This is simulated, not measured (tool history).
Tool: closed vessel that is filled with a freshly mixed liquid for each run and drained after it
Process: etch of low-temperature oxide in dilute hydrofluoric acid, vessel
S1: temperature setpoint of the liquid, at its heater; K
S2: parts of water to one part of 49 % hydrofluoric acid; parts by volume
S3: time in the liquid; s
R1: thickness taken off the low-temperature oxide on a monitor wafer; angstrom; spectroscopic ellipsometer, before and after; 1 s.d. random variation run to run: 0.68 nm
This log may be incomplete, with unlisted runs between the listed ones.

run,hour,S1,S2,S3,R1
1,0.0,294.15,145,995,742.15
2,8.2,295.65,145,995,791.12
3,11.0,293.15,145,995,716.25
4,11.7,295.65,145,995,798.83
5,15.2,296.65,145,995,817.46
6,22.2,296.65,120,995,1028.50

Run 7, settings as shown, results not yet in. Your forecast:
7,29.0,297.15,120,995,?

R1: 1057.10 angstrom

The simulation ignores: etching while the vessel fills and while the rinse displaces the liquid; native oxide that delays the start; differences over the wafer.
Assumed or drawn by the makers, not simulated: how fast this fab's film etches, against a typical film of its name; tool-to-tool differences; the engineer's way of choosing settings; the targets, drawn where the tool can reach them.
